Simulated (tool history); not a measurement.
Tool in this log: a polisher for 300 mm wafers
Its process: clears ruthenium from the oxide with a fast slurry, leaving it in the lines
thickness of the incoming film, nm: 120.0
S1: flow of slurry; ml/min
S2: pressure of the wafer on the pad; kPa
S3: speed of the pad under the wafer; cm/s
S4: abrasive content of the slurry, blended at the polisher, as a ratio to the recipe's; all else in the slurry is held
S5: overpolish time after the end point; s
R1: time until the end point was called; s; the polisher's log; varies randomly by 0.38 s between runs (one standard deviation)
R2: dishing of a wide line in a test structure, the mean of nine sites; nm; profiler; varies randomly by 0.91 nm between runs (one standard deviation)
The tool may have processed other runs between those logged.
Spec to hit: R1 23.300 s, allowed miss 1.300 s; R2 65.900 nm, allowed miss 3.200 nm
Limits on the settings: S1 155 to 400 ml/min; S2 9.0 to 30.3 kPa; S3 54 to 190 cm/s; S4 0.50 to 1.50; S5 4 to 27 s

run	hour	S1	S2	S3	S4	S5	R1	R2
1	0.0	255	19.3	122	1.00	14	29.242	43.529
2	5.0	255	20.7	122	1.00	15	27.796	47.266
3	12.2	255	22.1	122	1.00	16	25.912	50.082
4	19.9	255	22.1	122	0.90	16	27.067	47.651
5	25.8	255	22.1	94	0.90	16	34.959	41.356
6	28.3	255	22.1	94	0.90	20	35.311	47.577
7	30.4	255	24.1	96	0.90	20	32.063	50.385
8	33.3	255	26.2	98	0.90	21	29.429	57.395
9	37.8	255	27.6	100	0.90	21	28.620	59.047
10	44.8	255	28.3	104	0.90	21	25.612	62.591
11	52.8	255	29.0	104	0.90	21	25.403	61.578
12	60.7	255	29.0	104	0.90	21	25.835	61.051

Of the 4 settings listed for the next run, only one would bring every result within its allowed miss of target. Which one?
A	68.6	240	29.0	94	0.90	18	?	?
B	68.6	265	23.4	116	1.00	23	?	?
C	68.6	180	28.3	84	1.05	22	?	?
D	68.6	200	29.6	108	1.00	22	?	?

move	R1	R2
A	29.120	51.233
B	26.631	64.196
C	31.441	55.903
D	24.056	66.502
A: misses by more than the last run did
B: misses by more than the last run did
C: misses by more than the last run did
D: all results land within tolerance of their targets
Move D is the one to make.

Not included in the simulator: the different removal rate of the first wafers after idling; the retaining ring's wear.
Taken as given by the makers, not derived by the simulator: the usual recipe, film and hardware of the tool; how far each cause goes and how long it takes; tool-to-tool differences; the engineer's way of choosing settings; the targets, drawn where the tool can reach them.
